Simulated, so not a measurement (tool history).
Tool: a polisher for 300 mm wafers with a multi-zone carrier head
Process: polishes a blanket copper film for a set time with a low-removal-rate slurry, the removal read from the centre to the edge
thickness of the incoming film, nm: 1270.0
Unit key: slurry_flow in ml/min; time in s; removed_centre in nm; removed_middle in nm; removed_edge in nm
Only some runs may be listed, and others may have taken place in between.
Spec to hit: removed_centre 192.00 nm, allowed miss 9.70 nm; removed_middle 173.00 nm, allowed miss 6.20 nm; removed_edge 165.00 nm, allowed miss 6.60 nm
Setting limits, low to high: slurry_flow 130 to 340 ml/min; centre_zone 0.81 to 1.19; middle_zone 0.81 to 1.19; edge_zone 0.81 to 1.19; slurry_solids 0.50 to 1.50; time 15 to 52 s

run  hour  slurry_flow  centre_zone  middle_zone  edge_zone  slurry_solids  time  removed_centre  removed_middle  removed_edge
  1   0.0          220         1.00         1.00       1.00           1.00    33          111.45          111.83        106.45
  2   2.5          225         1.03         1.01       1.02           1.10    35          122.86          123.53        118.67
  3  11.2          235         1.07         1.01       1.01           1.20    37          137.47          135.06        127.27
  4  16.6          240         1.10         1.01       1.02           1.25    38          147.74          139.73        131.99
  5  20.0          240         1.10         1.05       1.02           1.25    38          149.57          143.10        132.17
  6  21.3          270         1.10         1.05       1.02           1.25    38          151.24          146.91        131.01
  7  30.1          265         1.12         1.05       1.03           1.30    39          154.26          151.53        140.82
  8  31.8          260         1.13         1.04       1.02           1.30    40          166.92          150.59        139.08
  9  39.9          260         1.14         1.04       1.03           1.35    41          168.12          158.58        148.57
 10  42.2          260         1.15         1.04       1.03           1.35    42          171.33          161.94        151.01
 11  50.1          265         1.16         1.03       1.03           1.40    43          180.00          165.53        158.86

Exercise: of the 4 proposed moves below, exactly one satisfies all targets within the stated allowed misses. Which move is it?
  A  58.0          255         1.07         0.90       1.07           1.50    49               ?               ?             ?
  B  58.0          275         1.19         1.00       1.03           1.45    48               ?               ?             ?
  C  58.0          290         1.19         0.97       1.02           1.45    50               ?               ?             ?
  D  58.0          205         1.11         0.99       0.96           1.40    48               ?               ?             ?

move  removed_centre  removed_middle  removed_edge
   A          199.79          171.33        186.99
   B          213.84          182.92        178.91
   C          223.91          186.63        186.24
   D          193.28          174.44        167.52
A: corrects the largest miss of the last run, while another result sits out of spec
B: carries the result that was furthest off beyond its target, to the other side
C: carries the result that was furthest off beyond its target, to the other side
D: all results land within tolerance of their targets
So the answer is move D, the one that meets all the targets.

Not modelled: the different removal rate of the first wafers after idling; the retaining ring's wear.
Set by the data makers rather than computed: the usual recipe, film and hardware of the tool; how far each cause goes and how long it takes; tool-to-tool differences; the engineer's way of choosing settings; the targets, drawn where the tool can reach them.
